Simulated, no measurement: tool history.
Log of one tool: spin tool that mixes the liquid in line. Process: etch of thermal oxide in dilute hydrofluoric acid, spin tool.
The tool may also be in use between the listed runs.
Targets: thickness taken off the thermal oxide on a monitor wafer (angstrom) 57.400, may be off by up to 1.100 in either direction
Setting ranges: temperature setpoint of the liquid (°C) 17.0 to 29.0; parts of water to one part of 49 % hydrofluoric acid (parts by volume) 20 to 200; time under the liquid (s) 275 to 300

run	hour	temperature setpoint of the liquid (°C)	parts of water to one part of 49 % hydrofluoric acid (parts by volume)	time under the liquid (s)	thickness taken off the thermal oxide on a monitor wafer (angstrom)
1	0.0	21.0	110	275	115.300
2	5.5	21.0	110	300	125.480
3	11.3	19.5	130	300	97.491
4	18.8	19.5	115	300	111.230
5	21.8	19.5	140	300	89.469
6	24.5	19.5	125	300	101.420
7	25.3	17.0	170	300	64.335
8	31.1	17.0	175	300	62.573
9	35.9	17.0	180	300	60.625
10	43.2	17.0	185	300	58.710

4 candidate next runs follow, results not yet known. Just one meets every target within its allowed miss. Identify it.
A	50.5	17.0	175	285	?
B	50.5	17.0	175	275	?
C	50.5	18.0	190	300	?
D	50.5	17.5	180	300	?

move	thickness taken off the thermal oxide on a monitor wafer (angstrom)
A	59.524
B	57.435
C	59.224
D	61.863
A: its largest miss is bigger than the last run's
B: in spec on every target
C: its largest miss is bigger than the last run's
D: its largest miss is bigger than the last run's
Correct choice: B, which meets every target

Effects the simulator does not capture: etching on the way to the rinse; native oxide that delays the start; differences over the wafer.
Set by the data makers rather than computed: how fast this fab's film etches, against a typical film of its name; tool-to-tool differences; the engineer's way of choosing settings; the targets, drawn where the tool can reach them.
